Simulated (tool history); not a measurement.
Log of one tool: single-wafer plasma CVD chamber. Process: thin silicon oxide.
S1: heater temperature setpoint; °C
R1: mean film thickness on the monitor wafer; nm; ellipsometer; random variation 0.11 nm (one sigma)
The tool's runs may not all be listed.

{"run": 1, "hour": 0.0, "S1": 420, "chamber pressure (Torr)": 0.852, "RF power (W)": 270, "deposition time (s)": 8.42, "R1": 14.944}
{"run": 2, "hour": 1.7, "S1": 420, "chamber pressure (Torr)": 0.929, "RF power (W)": 270, "deposition time (s)": 8.42, "R1": 16.075}
{"run": 3, "hour": 10.2, "S1": 420, "chamber pressure (Torr)": 0.988, "RF power (W)": 270, "deposition time (s)": 8.42, "R1": 16.972}
{"run": 4, "hour": 15.1, "S1": 420, "chamber pressure (Torr)": 0.988, "RF power (W)": 250, "deposition time (s)": 8.42, "R1": 16.33}
{"run": 5, "hour": 21.0, "S1": 420, "chamber pressure (Torr)": 1.044, "RF power (W)": 250, "deposition time (s)": 8.42, "R1": 16.964}
{"run": 6, "hour": 23.9, "S1": 424, "chamber pressure (Torr)": 1.044, "RF power (W)": 250, "deposition time (s)": 8.42, "R1": 16.947}
{"run": 7, "hour": 31.4, "S1": 424, "chamber pressure (Torr)": 1.091, "RF power (W)": 250, "deposition time (s)": 8.42, "R1": 17.363}

Run 8 comes next. What will it give?
{"run": 8, "hour": 39.7, "S1": 421, "chamber pressure (Torr)": 1.123, "RF power (W)": 250, "deposition time (s)": 8.42, "R1": "?"}

Run 8 gave R1 17.807 nm.
